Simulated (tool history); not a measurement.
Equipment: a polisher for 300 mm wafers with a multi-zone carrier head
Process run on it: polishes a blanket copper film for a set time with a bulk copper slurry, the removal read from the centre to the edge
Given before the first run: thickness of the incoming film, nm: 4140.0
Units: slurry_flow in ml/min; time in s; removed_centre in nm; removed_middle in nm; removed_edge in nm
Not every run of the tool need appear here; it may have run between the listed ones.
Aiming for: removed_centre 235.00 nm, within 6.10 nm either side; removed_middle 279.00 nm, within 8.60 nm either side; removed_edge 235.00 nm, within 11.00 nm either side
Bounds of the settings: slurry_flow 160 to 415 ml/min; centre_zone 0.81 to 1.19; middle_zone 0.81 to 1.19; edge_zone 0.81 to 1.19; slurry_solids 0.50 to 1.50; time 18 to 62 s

{"run": 1, "day": 0.0, "slurry_flow": 265, "centre_zone": 1.0, "middle_zone": 1.0, "edge_zone": 1.0, "slurry_solids": 1.0, "time": 40, "removed_centre": 292.75, "removed_middle": 289.84, "removed_edge": 304.04}
{"run": 2, "day": 0.3, "slurry_flow": 265, "centre_zone": 0.99, "middle_zone": 1.03, "edge_zone": 0.96, "slurry_solids": 0.9, "time": 40, "removed_centre": 281.95, "removed_middle": 290.79, "removed_edge": 288.16}
{"run": 3, "day": 0.467, "slurry_flow": 260, "centre_zone": 0.98, "middle_zone": 1.04, "edge_zone": 0.93, "slurry_solids": 0.85, "time": 40, "removed_centre": 274.71, "removed_middle": 286.62, "removed_edge": 270.52}
{"run": 4, "day": 0.592, "slurry_flow": 260, "centre_zone": 0.98, "middle_zone": 1.04, "edge_zone": 0.99, "slurry_solids": 0.85, "time": 40, "removed_centre": 274.72, "removed_middle": 282.73, "removed_edge": 285.53}
{"run": 5, "day": 0.888, "slurry_flow": 260, "centre_zone": 0.98, "middle_zone": 1.04, "edge_zone": 1.07, "slurry_solids": 0.85, "time": 40, "removed_centre": 271.76, "removed_middle": 284.36, "removed_edge": 300.34}
{"run": 6, "day": 1.196, "slurry_flow": 255, "centre_zone": 0.96, "middle_zone": 1.05, "edge_zone": 1.02, "slurry_solids": 0.8, "time": 40, "removed_centre": 261.1, "removed_middle": 282.25, "removed_edge": 276.76}
{"run": 7, "day": 1.433, "slurry_flow": 245, "centre_zone": 0.95, "middle_zone": 1.06, "edge_zone": 1.0, "slurry_solids": 0.8, "time": 40, "removed_centre": 261.75, "removed_middle": 281.76, "removed_edge": 277.45}
{"run": 8, "day": 1.496, "slurry_flow": 245, "centre_zone": 0.93, "middle_zone": 1.07, "edge_zone": 0.97, "slurry_solids": 0.75, "time": 40, "removed_centre": 250.86, "removed_middle": 276.98, "removed_edge": 267.79}

Exactly one of the 5 candidate moves below puts every result within its allowed miss. Which one?
{"run": "A", "day": 1.558, "slurry_flow": 245, "centre_zone": 0.91, "middle_zone": 1.03, "edge_zone": 1.04, "slurry_solids": 0.9, "time": 40, "removed_centre": "?", "removed_middle": "?", "removed_edge": "?"}
{"run": "B", "day": 1.558, "slurry_flow": 330, "centre_zone": 0.84, "middle_zone": 1.0, "edge_zone": 1.13, "slurry_solids": 0.6, "time": 45, "removed_centre": "?", "removed_middle": "?", "removed_edge": "?"}
{"run": "C", "day": 1.558, "slurry_flow": 325, "centre_zone": 0.9, "middle_zone": 1.14, "edge_zone": 0.85, "slurry_solids": 0.9, "time": 35, "removed_centre": "?", "removed_middle": "?", "removed_edge": "?"}
{"run": "D", "day": 1.558, "slurry_flow": 205, "centre_zone": 1.08, "middle_zone": 1.15, "edge_zone": 0.83, "slurry_solids": 0.7, "time": 38, "removed_centre": "?", "removed_middle": "?", "removed_edge": "?"}
{"run": "E", "day": 1.558, "slurry_flow": 335, "centre_zone": 0.83, "middle_zone": 0.96, "edge_zone": 0.96, "slurry_solids": 0.8, "time": 42, "removed_centre": "?", "removed_middle": "?", "removed_edge": "?"}

move=A removed_centre=262.73 removed_middle=280.70 removed_edge=298.67
move=B removed_centre=250.64 removed_middle=273.31 removed_edge=308.81
move=C removed_centre=235.55 removed_middle=275.35 removed_edge=242.35
move=D removed_centre=249.19 removed_middle=262.84 removed_edge=230.01
move=E removed_centre=259.15 removed_middle=275.11 removed_edge=296.86
A: the biggest miss grows against the last run
B: the biggest miss grows against the last run
C: every result within its allowed miss
D: the worst result of the last run now meets its target, but another is out of spec
E: the biggest miss grows against the last run
So the answer is move C, the one that meets all the targets.
